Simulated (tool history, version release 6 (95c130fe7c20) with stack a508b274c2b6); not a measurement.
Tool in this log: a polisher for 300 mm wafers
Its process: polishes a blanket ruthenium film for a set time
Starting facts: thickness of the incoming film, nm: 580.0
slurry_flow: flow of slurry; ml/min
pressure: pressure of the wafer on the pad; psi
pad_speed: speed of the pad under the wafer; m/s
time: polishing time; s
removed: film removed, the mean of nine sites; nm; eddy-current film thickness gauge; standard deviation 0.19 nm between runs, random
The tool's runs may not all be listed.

run  hour  slurry_flow  pressure  pad_speed  time  removed
  1   0.0          295       2.2       1.26    29   38.990
  2   4.4          295       1.9       1.12    29   30.799
  3  11.4          295       1.6       1.02    29   25.054
  4  14.4          295       1.6       0.76    29   19.488
  5  15.3          245       1.6       0.76    29   19.138
  6  22.1          285       1.6       0.76    29   19.287
  7  23.9          285       1.5       0.76    29   18.656
  8  32.0          285       1.5       0.76    29   18.081

Run 9, settings as shown, results not yet in. Your forecast:
  9  36.9          285       1.1       0.74    29        ?

For run 9 the tool returned removed 14.756 nm.
